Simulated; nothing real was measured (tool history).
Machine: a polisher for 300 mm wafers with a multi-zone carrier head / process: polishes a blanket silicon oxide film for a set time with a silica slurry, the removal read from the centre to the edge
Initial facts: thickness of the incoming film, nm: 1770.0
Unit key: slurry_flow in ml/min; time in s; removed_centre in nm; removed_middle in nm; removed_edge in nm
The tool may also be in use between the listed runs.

{"run": 1, "hour": 0.0, "slurry_flow": 135, "centre_zone": 1.0, "middle_zone": 1.0, "edge_zone": 1.0, "slurry_solids": 1.0, "time": 38, "removed_centre": 55.477, "removed_middle": 56.609, "removed_edge": 55.58}
{"run": 2, "hour": 6.4, "slurry_flow": 140, "centre_zone": 1.02, "middle_zone": 1.0, "edge_zone": 1.02, "slurry_solids": 1.1, "time": 38, "removed_centre": 60.015, "removed_middle": 58.813, "removed_edge": 58.801}
{"run": 3, "hour": 13.3, "slurry_flow": 145, "centre_zone": 1.03, "middle_zone": 1.01, "edge_zone": 1.04, "slurry_solids": 1.15, "time": 38, "removed_centre": 62.156, "removed_middle": 60.384, "removed_edge": 59.924}
{"run": 4, "hour": 21.1, "slurry_flow": 145, "centre_zone": 1.03, "middle_zone": 1.01, "edge_zone": 1.04, "slurry_solids": 1.3, "time": 38, "removed_centre": 65.539, "removed_middle": 64.041, "removed_edge": 62.287}
{"hour": 23.0, "done": "worn pad replaced by a new one"}
{"run": 5, "hour": 23.0, "slurry_flow": 145, "centre_zone": 1.03, "middle_zone": 1.01, "edge_zone": 1.04, "slurry_solids": 1.3, "time": 30, "removed_centre": 58.053, "removed_middle": 56.154, "removed_edge": 55.586}
{"run": 6, "hour": 24.0, "slurry_flow": 145, "centre_zone": 1.03, "middle_zone": 1.01, "edge_zone": 1.04, "slurry_solids": 1.3, "time": 24, "removed_centre": 45.139, "removed_middle": 44.643, "removed_edge": 43.903}
{"run": 7, "hour": 29.4, "slurry_flow": 170, "centre_zone": 1.11, "middle_zone": 1.03, "edge_zone": 1.14, "slurry_solids": 1.5, "time": 34, "removed_centre": 76.077, "removed_middle": 68.614, "removed_edge": 70.388}

What will run 8 give?
{"run": 8, "hour": 37.6, "slurry_flow": 175, "centre_zone": 1.11, "middle_zone": 1.03, "edge_zone": 1.15, "slurry_solids": 1.5, "time": 34, "removed_centre": "?", "removed_middle": "?", "removed_edge": "?"}

{"run 8": {"removed_centre": 75.802, "removed_middle": 70.235, "removed_edge": 70.87}}
